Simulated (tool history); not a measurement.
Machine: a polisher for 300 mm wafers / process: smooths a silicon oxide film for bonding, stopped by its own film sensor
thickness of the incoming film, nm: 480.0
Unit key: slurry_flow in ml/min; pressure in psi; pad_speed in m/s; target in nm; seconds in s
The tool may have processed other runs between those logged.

| run | hour | slurry_flow | pressure | pad_speed | slurry_solids | target | seconds |
|---|---|---|---|---|---|---|---|
| 1 | 0 | 250 | 1.7 | 1.06 | 1 | 365 | 194.46 |
| 2 | 1.7 | 250 | 1.5 | 0.92 | 0.95 | 364 | 258.05 |
| 3 | 8.1 | 250 | 1.3 | 0.82 | 0.95 | 364 | 322.27 |
| 4 | 16.2 | 250 | 1.2 | 0.76 | 0.95 | 364 | 369.54 |
| 5 | 20.9 | 205 | 1.2 | 0.76 | 0.95 | 364 | 376.39 |
| 6 | 21.9 | 205 | 1.2 | 0.76 | 1.05 | 364 | 362.95 |
| 7 | 22.5 | 205 | 1.1 | 0.72 | 1.05 | 364 | 410.62 |

Run 8 has not been measured yet. What should we expect?
| 8 | 31 | 205 | 1 | 0.7 | 1.05 | 364 | ? |

{"run 8": {"seconds": 449.3}}
